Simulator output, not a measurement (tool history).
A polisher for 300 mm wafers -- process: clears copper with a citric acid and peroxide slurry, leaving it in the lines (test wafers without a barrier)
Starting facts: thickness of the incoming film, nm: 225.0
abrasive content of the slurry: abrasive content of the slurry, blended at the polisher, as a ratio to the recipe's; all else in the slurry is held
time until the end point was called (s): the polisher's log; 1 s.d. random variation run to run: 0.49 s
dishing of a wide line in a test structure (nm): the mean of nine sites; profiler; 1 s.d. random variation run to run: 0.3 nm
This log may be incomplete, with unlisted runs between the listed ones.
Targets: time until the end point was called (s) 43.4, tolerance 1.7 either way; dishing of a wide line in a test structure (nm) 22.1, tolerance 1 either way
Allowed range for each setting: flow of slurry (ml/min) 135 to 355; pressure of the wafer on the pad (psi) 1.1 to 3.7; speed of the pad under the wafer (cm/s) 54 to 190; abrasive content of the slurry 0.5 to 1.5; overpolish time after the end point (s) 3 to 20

run	day	flow of slurry (ml/min)	pressure of the wafer on the pad (psi)	speed of the pad under the wafer (cm/s)	abrasive content of the slurry	overpolish time after the end point (s)	time until the end point was called (s)	dishing of a wide line in a test structure (nm)
1	0	225	2.4	122	1	10	82.247	15.989
2	0.108	225	2.6	124	1	10	74.759	17.506
3	0.308	225	2.8	126	1	10	70.372	17.829
4	0.65	225	2.8	126	0.85	10	70.443	17.782
5	0.738	225	2.9	130	0.85	10	68.926	18.472
6	0.833	180	2.9	130	0.85	10	69.535	18.42
7	0.921	180	3.5	152	0.85	7	49.08	17.698
8	1.021	185	3.6	156	0.85	8	47.062	20.616
9	1.192	185	3.6	158	0.85	8	46.399	21.413

Exactly one of the 5 candidate moves below puts every result within its allowed miss. Which one?
A	1.362	215	3.5	156	0.8	9	?	?
B	1.362	175	3.5	168	0.95	8	?	?
C	1.362	165	3	162	1	9	?	?
D	1.362	215	3.7	156	0.9	7	?	?
E	1.362	190	3.3	164	0.85	9	?	?

move	time until the end point was called (s)	dishing of a wide line in a test structure (nm)
A	47.785	22.132
B	43.224	21.847
C	51.721	20.793
D	43.715	19.635
E	47.977	22.029
A: moves away from the targets compared with the last run
B: each result inside its tolerance
C: moves away from the targets compared with the last run
D: the worst result of the last run now meets its target, but another is out of spec
E: moves away from the targets compared with the last run
B meets every target.

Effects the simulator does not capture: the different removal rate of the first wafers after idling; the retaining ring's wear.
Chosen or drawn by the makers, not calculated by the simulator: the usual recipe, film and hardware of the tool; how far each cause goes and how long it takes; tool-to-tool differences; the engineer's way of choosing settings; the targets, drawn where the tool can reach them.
